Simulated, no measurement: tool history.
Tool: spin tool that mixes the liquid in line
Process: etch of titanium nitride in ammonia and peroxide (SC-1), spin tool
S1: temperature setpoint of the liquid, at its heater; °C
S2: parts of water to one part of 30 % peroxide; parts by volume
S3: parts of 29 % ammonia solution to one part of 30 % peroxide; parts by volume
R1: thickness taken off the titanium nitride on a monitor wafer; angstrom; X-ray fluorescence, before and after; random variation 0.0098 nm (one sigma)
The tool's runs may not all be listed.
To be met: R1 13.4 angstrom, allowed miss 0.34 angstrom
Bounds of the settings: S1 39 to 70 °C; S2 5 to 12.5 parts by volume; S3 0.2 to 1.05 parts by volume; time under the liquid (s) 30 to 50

Run 1, hour 0: S1 55 °C, S2 7 parts by volume, S3 0.55 parts by volume, time under the liquid (s) 50. Result: R1 28.524 angstrom.
Run 2, hour 1.5: S1 55 °C, S2 9 parts by volume, S3 0.55 parts by volume, time under the liquid (s) 50. Result: R1 24.595 angstrom.
Run 3, hour 10.1: S1 50.5 °C, S2 9 parts by volume, S3 0.55 parts by volume, time under the liquid (s) 50. Result: R1 18.407 angstrom.
Run 4, hour 14: S1 49 °C, S2 9 parts by volume, S3 0.55 parts by volume, time under the liquid (s) 50. Result: R1 16.607 angstrom.
Run 5, hour 20.5: S1 49 °C, S2 9 parts by volume, S3 0.55 parts by volume, time under the liquid (s) 30. Result: R1 9.9136 angstrom.
Run 6, hour 21.4: S1 49 °C, S2 9 parts by volume, S3 0.45 parts by volume, time under the liquid (s) 30. Result: R1 9.4905 angstrom.
Run 7, hour 29.6: S1 50 °C, S2 9 parts by volume, S3 0.45 parts by volume, time under the liquid (s) 30. Result: R1 10.318 angstrom.
Run 8, hour 37.8: S1 51 °C, S2 9 parts by volume, S3 0.45 parts by volume, time under the liquid (s) 30. Result: R1 11.067 angstrom.
Run 9, hour 40.1: S1 51.5 °C, S2 9 parts by volume, S3 0.45 parts by volume, time under the liquid (s) 30. Result: R1 11.435 angstrom.
Run 10, hour 46.9: S1 52 °C, S2 9 parts by volume, S3 0.45 parts by volume, time under the liquid (s) 30. Result: R1 11.796 angstrom.
Run 11, hour 52.3: S1 52 °C, S2 9 parts by volume, S3 0.45 parts by volume, time under the liquid (s) 30. Result: R1 11.798 angstrom.
Run 12, hour 58.3: S1 52.5 °C, S2 9 parts by volume, S3 0.45 parts by volume, time under the liquid (s) 30. Result: R1 12.327 angstrom.
Run 13, hour 64.4: S1 53 °C, S2 9 parts by volume, S3 0.45 parts by volume, time under the liquid (s) 30. Result: R1 12.756 angstrom.

Which of these 4 next moves meets every target?
Run A, hour 70.5: S1 51.5 °C, S2 7 parts by volume, S3 0.25 parts by volume, time under the liquid (s) 30. Result: R1 ?.
Run B, hour 70.5: S1 49.5 °C, S2 9 parts by volume, S3 0.45 parts by volume, time under the liquid (s) 40. Result: R1 ?.
Run C, hour 70.5: S1 54 °C, S2 9.5 parts by volume, S3 0.3 parts by volume, time under the liquid (s) 30. Result: R1 ?.
Run D, hour 70.5: S1 46 °C, S2 8.5 parts by volume, S3 0.6 parts by volume, time under the liquid (s) 45. Result: R1 ?.

move      R1
   A  11.869
   B  13.442
   C  12.429
   D  12.767
A: further off than the last run
B: meets every target
C: further off than the last run
D: as far off as the last run
The right move is B.

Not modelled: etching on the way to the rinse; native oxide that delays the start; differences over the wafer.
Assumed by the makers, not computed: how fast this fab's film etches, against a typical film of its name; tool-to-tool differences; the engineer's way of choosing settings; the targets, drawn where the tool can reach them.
